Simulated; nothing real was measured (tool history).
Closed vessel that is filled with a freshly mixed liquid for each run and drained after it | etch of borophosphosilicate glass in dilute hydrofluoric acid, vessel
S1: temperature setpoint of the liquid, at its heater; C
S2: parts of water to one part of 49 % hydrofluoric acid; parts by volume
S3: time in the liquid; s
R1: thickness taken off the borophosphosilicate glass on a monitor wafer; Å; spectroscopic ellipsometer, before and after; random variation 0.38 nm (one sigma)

run	hour	S1	S2	S3	R1
1	0.0	25.0	75	30	207.52
2	2.3	25.0	75	30	210.07
3	3.1	26.5	65	30	259.45
4	5.7	26.5	50	30	345.28
5	7.4	27.5	50	30	360.48
6	9.5	28.5	50	30	378.51
7	10.7	29.5	50	30	391.36
8	14.9	33.0	35	30	655.39
9	21.7	32.5	35	30	636.70
10	25.0	32.0	35	30	625.73
11	26.6	31.5	35	30	616.13

The next listed run, before its measurement:
12	32.4	31.0	35	30	?

{"run 12": {"R1": 597.49}}
